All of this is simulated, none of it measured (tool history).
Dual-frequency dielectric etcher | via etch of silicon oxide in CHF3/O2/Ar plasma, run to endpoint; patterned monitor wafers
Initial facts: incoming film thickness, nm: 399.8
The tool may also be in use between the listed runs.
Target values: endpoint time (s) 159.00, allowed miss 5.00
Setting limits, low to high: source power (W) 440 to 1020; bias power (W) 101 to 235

run	hour	source power (W)	bias power (W)	endpoint time (s)
1	0.0	730	168	175.86
2	7.7	640	168	186.58
3	14.2	730	168	181.43
4	16.5	750	172	177.14
5	20.7	750	200	160.43
6	28.3	630	200	175.61
7	32.7	640	201	172.22
8	38.9	650	202	172.21
9	41.1	660	203	173.55
10	43.8	670	204	169.74
11	48.4	680	205	166.50

Of the 4 settings listed for the next run, only one would bring every result within its allowed miss of target. Which one?
A	53.0	700	199	?
B	53.0	670	199	?
C	53.0	780	186	?
D	53.0	710	223	?

move	endpoint time (s)
A	167.68
B	170.40
C	166.03
D	158.59
A: misses by more than the last run did
B: misses by more than the last run did
C: better than the last run, though not everything is in spec
D: all results land within tolerance of their targets
Answer: D

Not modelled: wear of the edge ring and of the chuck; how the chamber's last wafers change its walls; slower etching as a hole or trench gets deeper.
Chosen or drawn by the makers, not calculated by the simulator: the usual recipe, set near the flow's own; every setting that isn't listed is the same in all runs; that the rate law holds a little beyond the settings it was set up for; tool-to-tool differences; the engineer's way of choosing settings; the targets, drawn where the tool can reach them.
